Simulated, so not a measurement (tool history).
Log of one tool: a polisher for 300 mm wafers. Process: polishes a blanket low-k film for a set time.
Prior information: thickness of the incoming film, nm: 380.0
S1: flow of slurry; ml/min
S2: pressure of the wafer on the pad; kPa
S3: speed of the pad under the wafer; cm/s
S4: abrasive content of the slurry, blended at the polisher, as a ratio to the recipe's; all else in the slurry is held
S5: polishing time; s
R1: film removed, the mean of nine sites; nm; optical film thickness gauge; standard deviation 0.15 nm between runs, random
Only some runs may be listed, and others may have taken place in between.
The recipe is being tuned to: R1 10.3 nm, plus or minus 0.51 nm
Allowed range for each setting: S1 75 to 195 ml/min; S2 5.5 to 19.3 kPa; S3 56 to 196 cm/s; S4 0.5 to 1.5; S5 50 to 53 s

Run 1, day 0: S1 125 ml/min, S2 12.4 kPa, S3 126 cm/s, S4 1, S5 50 s. Result: R1 21.216 nm.
Run 2, day 0.225: S1 125 ml/min, S2 12.4 kPa, S3 126 cm/s, S4 0.85, S5 50 s. Result: R1 19.02 nm.
Run 3, day 0.45: S1 125 ml/min, S2 12.4 kPa, S3 126 cm/s, S4 0.85, S5 53 s. Result: R1 20.157 nm.
Run 4, day 0.721: S1 125 ml/min, S2 12.4 kPa, S3 148 cm/s, S4 0.85, S5 53 s. Result: R1 22.766 nm.
Run 5, day 0.767: S1 125 ml/min, S2 12.4 kPa, S3 148 cm/s, S4 0.75, S5 53 s. Result: R1 20.826 nm.
Run 6, day 1.067: S1 140 ml/min, S2 12.4 kPa, S3 148 cm/s, S4 0.75, S5 53 s. Result: R1 21.07 nm.
Run 7, day 1.4: S1 140 ml/min, S2 11.7 kPa, S3 144 cm/s, S4 0.75, S5 53 s. Result: R1 20.729 nm.
Run 8, day 1.767: S1 130 ml/min, S2 8.3 kPa, S3 108 cm/s, S4 0.6, S5 52 s. Result: R1 10.875 nm.
Run 9, day 1.95: S1 130 ml/min, S2 8.3 kPa, S3 108 cm/s, S4 0.6, S5 52 s. Result: R1 11.327 nm.

4 candidate next runs follow, results not yet known. Just one meets every target within its allowed miss. Identify it.
Run A, day 2.133: S1 135 ml/min, S2 8.3 kPa, S3 104 cm/s, S4 0.6, S5 53 s. Result: R1 ?.
Run B, day 2.133: S1 130 ml/min, S2 8.3 kPa, S3 114 cm/s, S4 0.55, S5 50 s. Result: R1 ?.
Run C, day 2.133: S1 145 ml/min, S2 9 kPa, S3 98 cm/s, S4 0.7, S5 50 s. Result: R1 ?.
Run D, day 2.133: S1 135 ml/min, S2 9.7 kPa, S3 94 cm/s, S4 0.7, S5 51 s. Result: R1 ?.

move      R1
   A  11.248
   B   10.55
   C  11.985
   D  12.146
A: closes in on the targets versus the last run, not all within tolerance yet
B: all results in spec
C: its largest miss is bigger than the last run's
D: its largest miss is bigger than the last run's
Answer: B
